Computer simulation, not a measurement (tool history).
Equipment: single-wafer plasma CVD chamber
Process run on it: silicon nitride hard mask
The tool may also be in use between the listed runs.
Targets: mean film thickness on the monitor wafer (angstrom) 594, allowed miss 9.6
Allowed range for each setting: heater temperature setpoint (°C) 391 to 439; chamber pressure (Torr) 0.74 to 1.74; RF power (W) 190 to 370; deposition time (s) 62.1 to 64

| run | hour | heater temperature setpoint (°C) | chamber pressure (Torr) | RF power (W) | deposition time (s) | mean film thickness on the monitor wafer (angstrom) |
|---|---|---|---|---|---|---|
| 1 | 0 | 415 | 1.24 | 280 | 62.1 | 684.67 |
| 2 | 0.9 | 415 | 1.15 | 275 | 62.1 | 665 |
| 3 | 5.1 | 423 | 1.15 | 275 | 62.1 | 661.64 |
| 4 | 8.2 | 423 | 1.15 | 275 | 64 | 682.04 |
| 5 | 13.8 | 423 | 1.08 | 270 | 64 | 665.25 |
| 6 | 18.1 | 431 | 1.08 | 270 | 64 | 662.56 |
| 7 | 20 | 431 | 1.02 | 265 | 64 | 646.56 |
| 8 | 23.5 | 431 | 0.97 | 260 | 64 | 630.3 |
| 9 | 31.6 | 431 | 0.93 | 260 | 64 | 624.03 |
| 10 | 34 | 431 | 0.93 | 260 | 64 | 621.23 |
| 11 | 39.7 | 431 | 0.9 | 260 | 64 | 621.65 |
| 12 | 45.3 | 431 | 0.87 | 260 | 64 | 617.58 |
| 13 | 53.7 | 431 | 0.85 | 260 | 64 | 610.48 |
| 14 | 61.1 | 431 | 0.83 | 260 | 64 | 614.08 |
| 15 | 68.3 | 431 | 0.81 | 260 | 64 | 607.53 |
| 16 | 72.7 | 431 | 0.8 | 260 | 64 | 603.99 |

Which of these 5 next moves meets every target?
| A | 77.1 | 434 | 0.76 | 270 | 62.1 | ? |
| B | 77.1 | 426 | 0.88 | 255 | 64 | ? |
| C | 77.1 | 434 | 0.87 | 260 | 64 | ? |
| D | 77.1 | 433 | 0.9 | 265 | 63.3 | ? |
| E | 77.1 | 427 | 0.89 | 265 | 62.6 | ? |

| move | mean film thickness on the monitor wafer (angstrom) |
|---|---|
| A | 593.98 |
| B | 609.65 |
| C | 614.06 |
| D | 619.53 |
| E | 612.74 |
A: every result within its allowed miss
B: lands further from the targets than the last run did
C: lands further from the targets than the last run did
D: lands further from the targets than the last run did
E: lands further from the targets than the last run did
So the answer is move A, the one that meets all the targets.

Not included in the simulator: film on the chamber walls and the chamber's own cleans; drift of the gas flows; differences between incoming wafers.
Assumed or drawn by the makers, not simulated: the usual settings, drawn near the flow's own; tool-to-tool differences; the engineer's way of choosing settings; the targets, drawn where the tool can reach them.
